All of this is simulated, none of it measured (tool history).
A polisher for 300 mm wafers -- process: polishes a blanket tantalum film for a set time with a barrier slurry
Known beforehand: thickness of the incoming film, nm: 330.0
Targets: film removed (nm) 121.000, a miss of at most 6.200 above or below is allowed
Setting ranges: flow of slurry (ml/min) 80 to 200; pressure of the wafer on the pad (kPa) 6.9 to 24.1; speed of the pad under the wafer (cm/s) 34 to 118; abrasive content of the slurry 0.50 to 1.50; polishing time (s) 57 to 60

run,hour,flow of slurry (ml/min),pressure of the wafer on the pad (kPa),speed of the pad under the wafer (cm/s),abrasive content of the slurry,polishing time (s),film removed (nm)
1,0.0,130,15.2,76,1.00,57,72.058
2,3.2,130,17.2,76,1.00,57,80.616
3,11.1,105,17.2,76,1.00,57,77.244
4,13.1,110,19.3,76,1.00,57,89.748
5,16.7,110,19.3,64,1.00,57,75.727
6,23.0,115,20.7,66,1.00,57,86.941
7,27.0,120,21.4,68,1.00,57,91.409
8,33.2,120,22.1,70,1.00,57,95.857

4 next moves are on the table. One of them brings every result within its allowed miss. Which?
A,39.4,105,23.4,70,1.10,57,?
B,39.4,135,23.4,90,1.45,60,?
C,39.4,130,24.1,86,0.95,58,?
D,39.4,115,23.4,64,1.05,60,?

move,film removed (nm)
A,100.130
B,139.650
C,120.350
D,99.742
A: nearer than the last run, and not there yet
B: the result that was furthest off in the last run now lies on the other side of its target
C: every result lands within tolerance
D: nearer than the last run, and not there yet
So the answer is move C, the one that meets all the targets.
